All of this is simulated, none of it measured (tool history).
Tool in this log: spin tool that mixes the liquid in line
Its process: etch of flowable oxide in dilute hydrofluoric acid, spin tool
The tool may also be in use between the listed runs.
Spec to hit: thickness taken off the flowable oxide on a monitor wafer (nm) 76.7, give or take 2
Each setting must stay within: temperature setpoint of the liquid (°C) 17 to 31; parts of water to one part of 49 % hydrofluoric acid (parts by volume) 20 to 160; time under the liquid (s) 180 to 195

run  hour  temperature setpoint of the liquid (°C)  parts of water to one part of 49 % hydrofluoric acid (parts by volume)  time under the liquid (s)  thickness taken off the flowable oxide on a monitor wafer (nm)
  1     0                                       23                                                                      90                        180                                                          85.318
  2   8.6                                     25.5                                                                      90                        180                                                          95.321
  3  11.1                                       24                                                                      90                        180                                                          89.277
  4  19.7                                       23                                                                      90                        180                                                          86.091
  5    21                                     26.5                                                                      90                        180                                                          98.498
  6    26                                       25                                                                      90                        180                                                            92.7
  7  29.3                                     23.5                                                                      90                        180                                                          86.985
  8  34.4                                     22.5                                                                      90                        180                                                          84.273
  9  36.9                                       22                                                                      90                        180                                                          82.302
 10  42.9                                     21.5                                                                      90                        180                                                          79.909
 11  46.8                                       21                                                                      90                        180                                                          79.221
 12  50.4                                       21                                                                      90                        180                                                           79.25

Of the 4 settings listed for the next run, only one would bring every result within its allowed miss of target. Which one?
  A    54                                       20                                                                      85                        185                                                               ?
  B    54                                     17.5                                                                      75                        180                                                               ?
  C    54                                     20.5                                                                      90                        180                                                               ?
  D    54                                       17                                                                      75                        180                                                               ?

move  thickness taken off the flowable oxide on a monitor wafer (nm)
   A                                                          82.538
   B                                                          82.851
   C                                                          76.987
   D                                                            81.1
A: lands further from the targets than the last run did
B: lands further from the targets than the last run did
C: every result lands within tolerance
D: lands further from the targets than the last run did
Answer: C

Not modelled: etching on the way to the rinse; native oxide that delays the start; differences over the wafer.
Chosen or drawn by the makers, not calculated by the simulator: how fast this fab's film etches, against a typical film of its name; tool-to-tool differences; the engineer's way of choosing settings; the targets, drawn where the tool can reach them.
